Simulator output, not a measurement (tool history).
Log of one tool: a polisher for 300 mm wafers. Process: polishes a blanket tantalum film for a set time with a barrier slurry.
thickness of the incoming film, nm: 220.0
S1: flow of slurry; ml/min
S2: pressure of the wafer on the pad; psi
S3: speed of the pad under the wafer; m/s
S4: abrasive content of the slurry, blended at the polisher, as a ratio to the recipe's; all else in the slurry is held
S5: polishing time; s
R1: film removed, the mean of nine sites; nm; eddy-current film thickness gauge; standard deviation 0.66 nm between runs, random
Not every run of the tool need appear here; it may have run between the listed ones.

| run | hour | S1 | S2 | S3 | S4 | S5 | R1 |
|---|---|---|---|---|---|---|---|
| 1 | 0.0 | 240 | 2.3 | 1.12 | 1.0 | 47 | 108.420 |
| 2 | 7.2 | 240 | 2.3 | 1.12 | 1.0 | 47 | 108.780 |
| 3 | 10.5 | 240 | 2.3 | 1.36 | 1.0 | 47 | 129.330 |
| 4 | 13.2 | 240 | 2.6 | 1.36 | 1.0 | 47 | 149.400 |
| 5 | 20.9 | 240 | 2.3 | 1.26 | 1.0 | 47 | 125.670 |
| 6 | 27.2 | 240 | 2.1 | 1.14 | 1.0 | 47 | 104.740 |
| 7 | 32.3 | 240 | 1.9 | 1.04 | 1.0 | 47 | 85.367 |

What does the tool deliver on the next run?
| 8 | 38.8 | 240 | 1.7 | 1.00 | 1.0 | 47 | ? |

{"run 8": {"R1": 73.897}}
